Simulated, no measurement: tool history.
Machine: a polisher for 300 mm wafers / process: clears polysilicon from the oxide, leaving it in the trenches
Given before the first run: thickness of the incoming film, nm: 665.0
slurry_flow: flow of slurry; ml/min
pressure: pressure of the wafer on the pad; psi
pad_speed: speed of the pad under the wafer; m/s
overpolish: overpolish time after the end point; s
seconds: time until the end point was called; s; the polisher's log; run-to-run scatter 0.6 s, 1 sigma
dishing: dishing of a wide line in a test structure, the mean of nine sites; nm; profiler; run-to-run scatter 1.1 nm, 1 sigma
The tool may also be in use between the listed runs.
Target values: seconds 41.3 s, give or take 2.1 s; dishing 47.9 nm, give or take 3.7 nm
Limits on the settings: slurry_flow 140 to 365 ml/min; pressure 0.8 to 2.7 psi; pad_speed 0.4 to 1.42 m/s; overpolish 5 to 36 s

Run 1, hour 0: slurry_flow 235 ml/min, pressure 1.7 psi, pad_speed 0.9 m/s, overpolish 18 s. Result: seconds 81.572 s, dishing 46.128 nm.
Run 2, hour 3.8: slurry_flow 235 ml/min, pressure 1.7 psi, pad_speed 0.9 m/s, overpolish 14 s. Result: seconds 83.339 s, dishing 43.524 nm.
Run 3, hour 9.7: slurry_flow 235 ml/min, pressure 2.1 psi, pad_speed 0.9 m/s, overpolish 14 s. Result: seconds 68.4 s, dishing 45.004 nm.
Run 4, hour 13.5: slurry_flow 235 ml/min, pressure 2.1 psi, pad_speed 0.98 m/s, overpolish 14 s. Result: seconds 61.048 s, dishing 45.389 nm.
Run 5, hour 20.8: slurry_flow 280 ml/min, pressure 2.1 psi, pad_speed 0.98 m/s, overpolish 14 s. Result: seconds 60.27 s, dishing 43.437 nm.
Run 6, hour 22.7: slurry_flow 280 ml/min, pressure 2.2 psi, pad_speed 1 m/s, overpolish 15 s. Result: seconds 56.318 s, dishing 46.906 nm.
Run 7, hour 24.9: slurry_flow 280 ml/min, pressure 2.3 psi, pad_speed 1.02 m/s, overpolish 15 s. Result: seconds 53.443 s, dishing 44.014 nm.
Run 8, hour 27.3: slurry_flow 275 ml/min, pressure 2.4 psi, pad_speed 1.04 m/s, overpolish 16 s. Result: seconds 51.692 s, dishing 46.101 nm.
Run 9, hour 30.7: slurry_flow 275 ml/min, pressure 2.5 psi, pad_speed 1.06 m/s, overpolish 16 s. Result: seconds 47.303 s, dishing 48.858 nm.
Run 10, hour 36.2: slurry_flow 280 ml/min, pressure 2.6 psi, pad_speed 1.08 m/s, overpolish 14 s. Result: seconds 44.912 s, dishing 46.774 nm.

Exercise: of the 4 proposed moves below, exactly one satisfies all targets within the stated allowed misses. Which move is it?
Run A, hour 41.7: slurry_flow 275 ml/min, pressure 2.6 psi, pad_speed 1.06 m/s, overpolish 10 s. Result: seconds ?, dishing ?.
Run B, hour 41.7: slurry_flow 275 ml/min, pressure 2.3 psi, pad_speed 1.08 m/s, overpolish 26 s. Result: seconds ?, dishing ?.
Run C, hour 41.7: slurry_flow 260 ml/min, pressure 2.5 psi, pad_speed 1.24 m/s, overpolish 13 s. Result: seconds ?, dishing ?.
Run D, hour 41.7: slurry_flow 360 ml/min, pressure 2.5 psi, pad_speed 1 m/s, overpolish 8 s. Result: seconds ?, dishing ?.

move  seconds  dishing
   A   47.727   43.601
   B   52.854   46.571
   C   42.893   45.747
   D   51.196   40.551
A: lands further from the targets than the last run did
B: lands further from the targets than the last run did
C: each result inside its tolerance
D: lands further from the targets than the last run did
So the answer is move C, the one that meets all the targets.

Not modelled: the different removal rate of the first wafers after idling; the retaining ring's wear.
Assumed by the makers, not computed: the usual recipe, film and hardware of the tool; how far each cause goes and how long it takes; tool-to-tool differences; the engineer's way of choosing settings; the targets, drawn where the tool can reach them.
